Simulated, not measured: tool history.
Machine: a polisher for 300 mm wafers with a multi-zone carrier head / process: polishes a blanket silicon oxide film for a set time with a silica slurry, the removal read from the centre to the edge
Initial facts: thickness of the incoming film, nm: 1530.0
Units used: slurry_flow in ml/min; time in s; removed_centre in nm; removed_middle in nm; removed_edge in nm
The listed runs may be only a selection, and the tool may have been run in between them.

run,day,slurry_flow,centre_zone,middle_zone,edge_zone,slurry_solids,time,removed_centre,removed_middle,removed_edge
1,0.000,280,1.00,1.00,1.00,1.00,73,296.10,284.88,283.15
2,0.150,250,1.00,1.00,1.00,1.00,73,286.15,281.90,278.94
3,0.225,250,1.00,1.00,1.00,1.15,73,308.89,293.73,298.95
4,0.567,250,1.09,1.00,1.00,1.15,73,339.42,299.17,301.28
5,0.792,250,1.09,1.00,0.95,1.15,73,338.82,301.18,292.09
6,0.971,260,1.08,1.03,0.98,1.20,73,335.45,303.74,297.06
7,1.192,260,1.08,1.03,0.98,1.20,73,335.64,311.44,302.24

The next listed run, before its measurement:
8,1.483,265,1.09,1.06,1.00,1.25,73,?,?,?

removed_centre: 347.23 nm
removed_middle: 316.94 nm
removed_edge: 306.22 nm
